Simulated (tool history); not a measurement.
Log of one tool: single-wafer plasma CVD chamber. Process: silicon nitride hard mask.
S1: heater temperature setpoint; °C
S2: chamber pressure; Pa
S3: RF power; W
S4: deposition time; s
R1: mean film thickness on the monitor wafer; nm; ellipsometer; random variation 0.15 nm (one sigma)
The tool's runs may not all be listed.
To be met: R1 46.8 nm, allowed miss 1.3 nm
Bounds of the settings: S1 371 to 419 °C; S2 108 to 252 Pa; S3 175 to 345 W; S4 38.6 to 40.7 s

{"run": 1, "hour": 0.0, "S1": 395, "S2": 180, "S3": 260, "S4": 40.7, "R1": 37.161}
{"run": 2, "hour": 2.4, "S1": 395, "S2": 193, "S3": 275, "S4": 40.7, "R1": 40.252}
{"run": 3, "hour": 3.1, "S1": 395, "S2": 205, "S3": 280, "S4": 40.7, "R1": 41.412}
{"run": 4, "hour": 5.6, "S1": 395, "S2": 213, "S3": 285, "S4": 40.7, "R1": 42.794}
{"run": 5, "hour": 8.8, "S1": 395, "S2": 213, "S3": 285, "S4": 38.6, "R1": 40.494}
{"run": 6, "hour": 11.4, "S1": 395, "S2": 213, "S3": 285, "S4": 40.7, "R1": 42.689}
{"run": 7, "hour": 16.4, "S1": 395, "S2": 220, "S3": 290, "S4": 40.7, "R1": 43.746}
{"hour": 18.8, "done": "thermocouple changed; heater temperature recalibrated"}
{"run": 8, "hour": 18.8, "S1": 395, "S2": 225, "S3": 295, "S4": 40.7, "R1": 44.694}

Which of these 4 next moves meets every target?
{"run": "A", "hour": 21.2, "S1": 405, "S2": 209, "S3": 315, "S4": 40.7, "R1": "?"}
{"run": "B", "hour": 21.2, "S1": 409, "S2": 224, "S3": 290, "S4": 40.7, "R1": "?"}
{"run": "C", "hour": 21.2, "S1": 391, "S2": 220, "S3": 280, "S4": 40.7, "R1": "?"}
{"run": "D", "hour": 21.2, "S1": 397, "S2": 228, "S3": 280, "S4": 40.7, "R1": "?"}

move=A R1=46.339
move=B R1=43.961
move=C R1=42.669
move=D R1=42.999
A: meets every target
B: further off than the last run
C: further off than the last run
D: further off than the last run
The right move is A.
